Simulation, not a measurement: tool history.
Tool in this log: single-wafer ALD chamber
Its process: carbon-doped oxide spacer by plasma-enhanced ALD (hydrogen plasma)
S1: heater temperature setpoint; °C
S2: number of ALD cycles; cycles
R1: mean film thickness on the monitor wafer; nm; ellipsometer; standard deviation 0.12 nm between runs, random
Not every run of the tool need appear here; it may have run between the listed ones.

run 1 day=0.000 | S1=380 S2=653 | R1=29.305
run 2 day=0.171 | S1=380 S2=692 | R1=31.213
run 3 day=0.254 | S1=385 S2=692 | R1=30.945
run 4 day=0.404 | S1=385 S2=635 | R1=28.486
run 5 day=0.733 | S1=385 S2=566 | R1=25.508
run 6 day=0.904 | S1=385 S2=515 | R1=23.183
run 7 day=1.121 | S1=385 S2=619 | R1=27.958

Predict the results of run 8:
run 8 day=1.308 | S1=385 S2=619 | R1=?

Run 8 produced R1 27.703 nm.

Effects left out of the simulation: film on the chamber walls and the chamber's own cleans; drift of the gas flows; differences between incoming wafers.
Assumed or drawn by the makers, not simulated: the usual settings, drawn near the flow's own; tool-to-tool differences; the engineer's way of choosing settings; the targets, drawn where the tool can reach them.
